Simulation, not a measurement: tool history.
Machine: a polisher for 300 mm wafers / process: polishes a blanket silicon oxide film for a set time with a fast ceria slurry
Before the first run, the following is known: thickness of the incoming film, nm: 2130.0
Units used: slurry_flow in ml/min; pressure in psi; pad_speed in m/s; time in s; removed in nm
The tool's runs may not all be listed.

run,hour,slurry_flow,pressure,pad_speed,time,removed
1,0.0,230,2.6,1.12,47,758.54
2,6.3,265,2.6,1.12,47,802.02
3,9.6,255,2.5,1.12,47,760.97
4,16.9,310,2.5,1.12,47,764.57
5,22.2,310,2.4,1.12,47,744.03
6,29.0,310,2.4,1.12,47,744.53

Estimate the outcome of run 7 from the log above:
7,34.2,310,2.4,1.12,47,?

Run 7 yielded removed 732.48 nm.
